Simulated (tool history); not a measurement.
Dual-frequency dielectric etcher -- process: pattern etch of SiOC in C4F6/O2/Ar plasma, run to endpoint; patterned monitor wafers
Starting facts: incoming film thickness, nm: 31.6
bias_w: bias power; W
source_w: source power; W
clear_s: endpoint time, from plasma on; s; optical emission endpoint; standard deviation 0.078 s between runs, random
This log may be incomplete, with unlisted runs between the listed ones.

run	day	bias_w	source_w	clear_s
1	0.000	605	260	11.721
2	0.046	570	250	12.143
3	0.162	541	250	12.481
4	0.367	518	250	12.587
5	0.475	609	250	11.863
6	0.521	574	250	12.143
7	0.879	544	250	12.372
8	1.100	518	250	12.704
# day 1.338: wet clean of the chamber
9	1.338	499	250	13.585
10	1.421	495	250	13.442
11	1.475	489	250	13.700
12	1.800	486	250	13.743

Forecast run 13:
13	2.158	483	250	?

Run 13 came out at clear_s 13.886 s.
